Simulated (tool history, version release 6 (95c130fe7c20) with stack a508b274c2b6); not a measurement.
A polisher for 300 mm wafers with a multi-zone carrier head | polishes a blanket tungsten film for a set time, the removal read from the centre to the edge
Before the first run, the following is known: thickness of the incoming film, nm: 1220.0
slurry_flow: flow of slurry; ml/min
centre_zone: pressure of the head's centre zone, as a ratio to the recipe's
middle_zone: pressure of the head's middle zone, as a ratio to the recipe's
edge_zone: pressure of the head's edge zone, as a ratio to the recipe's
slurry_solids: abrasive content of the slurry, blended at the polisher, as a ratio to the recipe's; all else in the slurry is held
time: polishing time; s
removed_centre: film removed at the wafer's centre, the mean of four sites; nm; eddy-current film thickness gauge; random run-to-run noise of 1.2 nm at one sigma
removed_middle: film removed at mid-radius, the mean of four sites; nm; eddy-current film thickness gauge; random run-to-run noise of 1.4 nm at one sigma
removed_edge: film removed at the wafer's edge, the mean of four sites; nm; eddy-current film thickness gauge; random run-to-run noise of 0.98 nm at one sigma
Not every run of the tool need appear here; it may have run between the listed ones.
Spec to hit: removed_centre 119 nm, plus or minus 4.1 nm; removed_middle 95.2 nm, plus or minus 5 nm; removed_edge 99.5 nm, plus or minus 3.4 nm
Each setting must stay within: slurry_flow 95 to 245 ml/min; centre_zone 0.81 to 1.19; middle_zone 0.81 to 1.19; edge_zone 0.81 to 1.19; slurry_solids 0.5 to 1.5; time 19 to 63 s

run,hour,slurry_flow,centre_zone,middle_zone,edge_zone,slurry_solids,time,removed_centre,removed_middle,removed_edge
1,0,155,1,1,1,1,41,176.62,171.87,175.34
2,0.6,155,1,1,1,1.15,41,179.96,177.74,183.07
3,3.1,155,1,1.06,1,1.15,41,181.75,191.97,181.67
4,11.4,155,1,1.06,1,1.15,32,142.65,154.74,142.53
5,20,155,1.01,1.04,0.99,1.1,31,137.02,143.86,136.6
6,20.8,155,1.01,1.04,0.99,1.3,31,145.11,146.4,141.51
7,26,155,1.02,1.03,0.98,1.25,30,138.34,139.25,132.98
8,32.3,150,1.03,1.01,0.96,1.2,30,138.82,133.87,132.64
9,33.4,150,1.04,1,0.95,1.15,29,132.11,127.6,127.33
10,35.6,155,1.06,0.99,0.94,1.1,28,129.43,125.82,118.92
11,43,110,1.16,0.89,0.97,0.95,25,113.83,90.298,99.437

Of the 4 settings listed for the next run, only one would bring every result within its allowed miss of target. Which one?
A,50.4,185,1.04,0.89,0.87,1.45,22,?,?,?
B,50.4,100,1.07,0.98,0.91,1,24,?,?,?
C,50.4,100,1.08,0.97,0.91,0.85,27,?,?,?
D,50.4,140,1.19,0.95,0.98,1.15,23,?,?,?

move,removed_centre,removed_middle,removed_edge
A,112.65,98.639,100.68
B,100.44,94.103,93.774
C,109.89,101.12,101.66
D,120.89,98.037,101.53
A: moves away from the targets compared with the last run
B: moves away from the targets compared with the last run
C: moves away from the targets compared with the last run
D: every result within its allowed miss
D is the move that brings every result within its allowed miss.
